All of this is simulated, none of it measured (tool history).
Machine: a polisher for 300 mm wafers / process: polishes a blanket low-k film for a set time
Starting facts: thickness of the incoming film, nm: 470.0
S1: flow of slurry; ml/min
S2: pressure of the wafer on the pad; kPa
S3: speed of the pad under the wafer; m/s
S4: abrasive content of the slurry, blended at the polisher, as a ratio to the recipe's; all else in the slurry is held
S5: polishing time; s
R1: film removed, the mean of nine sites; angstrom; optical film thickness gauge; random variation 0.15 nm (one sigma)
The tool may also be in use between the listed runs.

{"run": 1, "day": 0.0, "S1": 245, "S2": 13.8, "S3": 0.84, "S4": 1.0, "S5": 56, "R1": 169.89}
{"run": 2, "day": 0.333, "S1": 245, "S2": 13.8, "S3": 0.64, "S4": 1.0, "S5": 56, "R1": 143.98}
{"run": 3, "day": 0.633, "S1": 245, "S2": 13.8, "S3": 0.64, "S4": 1.0, "S5": 51, "R1": 131.66}
{"run": 4, "day": 0.729, "S1": 245, "S2": 13.8, "S3": 0.76, "S4": 1.0, "S5": 51, "R1": 145.31}
{"run": 5, "day": 0.892, "S1": 245, "S2": 11.7, "S3": 0.76, "S4": 1.0, "S5": 51, "R1": 123.68}
{"run": 6, "day": 1.183, "S1": 250, "S2": 13.8, "S3": 0.76, "S4": 1.0, "S5": 51, "R1": 146.8}
{"run": 7, "day": 1.462, "S1": 255, "S2": 15.2, "S3": 0.76, "S4": 1.0, "S5": 51, "R1": 161.45}
{"run": 8, "day": 1.792, "S1": 255, "S2": 16.5, "S3": 0.76, "S4": 1.0, "S5": 51, "R1": 172.9}
{"run": 9, "day": 2.15, "S1": 255, "S2": 17.2, "S3": 0.76, "S4": 1.0, "S5": 51, "R1": 179.42}
{"run": 10, "day": 2.212, "S1": 260, "S2": 17.9, "S3": 0.76, "S4": 1.0, "S5": 51, "R1": 189.15}
{"run": 11, "day": 2.367, "S1": 260, "S2": 18.6, "S3": 0.76, "S4": 1.0, "S5": 51, "R1": 194.96}
{"run": 12, "day": 2.492, "S1": 265, "S2": 19.3, "S3": 0.76, "S4": 1.0, "S5": 51, "R1": 203.36}
{"run": 13, "day": 2.862, "S1": 265, "S2": 20.0, "S3": 0.76, "S4": 1.0, "S5": 51, "R1": 208.07}
{"run": 14, "day": 2.971, "S1": 265, "S2": 20.0, "S3": 0.76, "S4": 1.0, "S5": 51, "R1": 211.35}

Run 15 is up next; what results do you expect?
{"run": 15, "day": 3.054, "S1": 270, "S2": 20.7, "S3": 0.76, "S4": 1.0, "S5": 51, "R1": "?"}

R1: 215.71 angstrom
